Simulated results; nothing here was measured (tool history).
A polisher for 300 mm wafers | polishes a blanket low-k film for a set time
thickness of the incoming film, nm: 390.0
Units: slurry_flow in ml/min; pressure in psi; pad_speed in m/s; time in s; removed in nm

run,hour,slurry_flow,pressure,pad_speed,slurry_solids,time,removed
1,0,310,2.1,1.16,1,99,46.561
2,1.5,310,2,1.16,1,99,44.76
3,2.9,310,2.3,1.16,1,99,50.372
4,10.2,310,2.3,1.16,1,104,53.476
5,17.7,310,2.3,1.4,1,104,62.342
6,21.8,310,2.3,1.58,1,104,68.87
7,27.8,310,2.1,1.5,1,104,59.442
8,33.1,310,1.9,1.44,1,104,51.487
9,38.5,310,1.8,1.42,1,104,49.155
10,40.8,310,1.7,1.38,1,104,46.349
11,49,310,1.6,1.34,1,104,43.528
12,55.4,310,1.5,1.3,1,104,39.859
13,61.8,310,1.4,1.28,1,104,36.168

Run 14 comes next. What will it give?
14,66.7,310,1.3,1.28,1,104,?

Run 14 gave removed 34.516 nm.
